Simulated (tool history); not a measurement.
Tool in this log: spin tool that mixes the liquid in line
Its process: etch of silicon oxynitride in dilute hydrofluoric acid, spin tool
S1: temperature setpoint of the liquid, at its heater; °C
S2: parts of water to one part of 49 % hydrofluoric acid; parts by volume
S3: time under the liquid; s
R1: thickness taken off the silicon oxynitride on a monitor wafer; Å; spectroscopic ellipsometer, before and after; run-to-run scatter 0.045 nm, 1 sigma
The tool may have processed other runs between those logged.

| run | hour | S1 | S2 | S3 | R1 |
|---|---|---|---|---|---|
| 1 | 0 | 24 | 265 | 90 | 4.3708 |
| 2 | 5.1 | 24 | 265 | 90 | 4.6886 |
| 3 | 5.8 | 24 | 225 | 90 | 5.5973 |
| 4 | 13.9 | 25.5 | 175 | 90 | 8.2528 |
| 5 | 21 | 25.5 | 175 | 90 | 8.5088 |
| 6 | 28.9 | 27 | 160 | 90 | 9.146 |

The next listed run, before its measurement:
| 7 | 31.3 | 27 | 135 | 90 | ? |

R1: 12.109 Å
